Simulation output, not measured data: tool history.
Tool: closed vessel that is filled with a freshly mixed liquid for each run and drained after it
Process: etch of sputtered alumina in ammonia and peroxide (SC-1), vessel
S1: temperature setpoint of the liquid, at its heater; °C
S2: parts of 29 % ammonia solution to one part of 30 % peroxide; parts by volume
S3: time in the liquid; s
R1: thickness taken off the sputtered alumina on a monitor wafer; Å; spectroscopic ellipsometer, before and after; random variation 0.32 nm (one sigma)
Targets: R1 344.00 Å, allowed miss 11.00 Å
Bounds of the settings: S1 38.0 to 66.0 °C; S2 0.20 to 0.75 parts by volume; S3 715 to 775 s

run	hour	S1	S2	S3	R1
1	0.0	50.0	0.45	715	672.74
2	2.1	50.0	0.30	715	649.95
3	4.4	50.0	0.30	715	636.37
4	7.5	50.0	0.25	715	630.24
5	16.3	43.0	0.25	715	421.98
6	23.8	43.0	0.25	775	460.23
7	29.7	42.5	0.25	775	448.98
8	31.3	42.0	0.25	775	441.65
9	33.3	41.5	0.25	775	412.38
10	41.9	41.0	0.25	775	412.81

4 next moves are on the table. One of them brings every result within its allowed miss. Which?
A	50.5	40.5	0.20	730	?
B	50.5	40.5	0.25	725	?
C	50.5	40.0	0.30	765	?
D	50.5	40.0	0.20	715	?

move	R1
A	369.14
B	374.55
C	390.50
D	351.05
A: nearer than the last run, and not there yet
B: nearer than the last run, and not there yet
C: nearer than the last run, and not there yet
D: meets every target
Move D is the one to make.

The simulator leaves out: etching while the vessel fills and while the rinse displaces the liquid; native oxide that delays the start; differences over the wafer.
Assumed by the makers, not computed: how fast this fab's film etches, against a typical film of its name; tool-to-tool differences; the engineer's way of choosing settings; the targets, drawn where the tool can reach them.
